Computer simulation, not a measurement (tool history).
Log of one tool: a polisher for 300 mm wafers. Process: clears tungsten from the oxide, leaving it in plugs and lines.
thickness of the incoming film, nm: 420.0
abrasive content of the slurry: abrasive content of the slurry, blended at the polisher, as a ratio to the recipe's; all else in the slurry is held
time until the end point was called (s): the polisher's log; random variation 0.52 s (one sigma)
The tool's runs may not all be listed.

run	hour	flow of slurry (ml/min)	pressure of the wafer on the pad (psi)	speed of the pad under the wafer (cm/s)	abrasive content of the slurry	overpolish time after the end point (s)	time until the end point was called (s)
1	0.0	120	3.9	84	1.00	5	97.053
2	2.4	120	3.9	70	1.00	5	111.890
3	7.1	90	3.9	70	1.00	5	123.240
4	8.9	90	3.9	70	1.00	5	125.300
5	9.7	100	4.3	72	1.00	5	105.660
6	16.4	100	5.1	72	1.00	5	89.255

Run 7 comes next. What will it give?
7	20.8	130	6.1	96	1.05	5	?

Run 7 gave time until the end point was called (s) 52.604.
